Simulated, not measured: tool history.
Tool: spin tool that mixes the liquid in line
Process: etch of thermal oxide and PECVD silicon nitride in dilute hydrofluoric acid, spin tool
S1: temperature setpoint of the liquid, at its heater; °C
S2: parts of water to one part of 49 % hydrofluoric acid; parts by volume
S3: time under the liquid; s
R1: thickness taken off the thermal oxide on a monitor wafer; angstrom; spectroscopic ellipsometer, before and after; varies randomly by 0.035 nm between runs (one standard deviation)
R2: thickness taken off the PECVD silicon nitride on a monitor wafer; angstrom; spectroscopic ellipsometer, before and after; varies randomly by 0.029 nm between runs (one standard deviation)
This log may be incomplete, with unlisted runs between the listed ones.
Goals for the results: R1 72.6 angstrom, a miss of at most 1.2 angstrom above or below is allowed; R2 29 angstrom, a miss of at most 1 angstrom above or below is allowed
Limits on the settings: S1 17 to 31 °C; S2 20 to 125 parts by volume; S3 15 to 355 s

| run | hour | S1 | S2 | S3 | R1 | R2 |
|---|---|---|---|---|---|---|
| 1 | 0 | 23 | 70 | 180 | 136.14 | 55.674 |
| 2 | 1 | 20.5 | 70 | 180 | 123.31 | 47.435 |
| 3 | 7 | 20.5 | 70 | 120 | 81.358 | 31.548 |
| 4 | 14.5 | 20.5 | 75 | 120 | 75.944 | 29.866 |
| 5 | 22.4 | 18 | 75 | 120 | 68.558 | 25.347 |
| 6 | 30.9 | 18.5 | 75 | 120 | 70.714 | 25.637 |
| 7 | 36.5 | 19 | 75 | 120 | 71.36 | 26.542 |
| 8 | 41.9 | 19.5 | 75 | 120 | 73.369 | 27.645 |
| 9 | 47.9 | 20 | 75 | 120 | 74.136 | 28.049 |
|  | 53.6 | hydrofluoric acid flow meter replaced |
| 10 | 53.6 | 20.5 | 75 | 120 | 71.12 | 27.227 |

Exercise: of the 4 proposed moves below, exactly one satisfies all targets within the stated allowed misses. Which move is it?
| A | 59.3 | 17.5 | 65 | 115 | ? | ? |
| B | 59.3 | 17.5 | 75 | 135 | ? | ? |
| C | 59.3 | 22 | 75 | 110 | ? | ? |
| D | 59.3 | 20.5 | 90 | 150 | ? | ? |

| move | R1 | R2 |
|---|---|---|
| A | 70.217 | 24.442 |
| B | 70.656 | 24.972 |
| C | 69.5 | 27.744 |
| D | 72.95 | 28.585 |
A: its largest miss is bigger than the last run's
B: its largest miss is bigger than the last run's
C: its largest miss is bigger than the last run's
D: each result inside its tolerance
D meets every target.
